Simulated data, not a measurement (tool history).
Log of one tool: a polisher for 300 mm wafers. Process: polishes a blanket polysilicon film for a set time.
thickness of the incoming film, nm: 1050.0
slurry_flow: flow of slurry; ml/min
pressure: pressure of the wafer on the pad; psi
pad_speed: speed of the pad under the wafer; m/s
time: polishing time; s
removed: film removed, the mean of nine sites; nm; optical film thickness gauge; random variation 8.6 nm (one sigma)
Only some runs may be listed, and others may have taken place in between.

run 1 hour=0.0 | slurry_flow=165 pressure=2.8 pad_speed=0.80 time=72 | removed=490.44
run 2 hour=2.8 | slurry_flow=170 pressure=3.0 pad_speed=0.80 time=72 | removed=526.26
run 3 hour=4.2 | slurry_flow=170 pressure=3.2 pad_speed=0.80 time=72 | removed=571.01
run 4 hour=7.2 | slurry_flow=170 pressure=3.3 pad_speed=0.80 time=72 | removed=592.36
run 5 hour=15.8 | slurry_flow=170 pressure=3.4 pad_speed=0.80 time=72 | removed=598.15
run 6 hour=24.8 | slurry_flow=170 pressure=3.4 pad_speed=0.88 time=72 | removed=635.56
run 7 hour=30.8 | slurry_flow=175 pressure=3.5 pad_speed=0.88 time=72 | removed=668.78

For run 8, what comes out?
run 8 hour=35.7 | slurry_flow=175 pressure=3.6 pad_speed=0.88 time=72 | removed=?

{"run 8": {"removed": 690.88}}
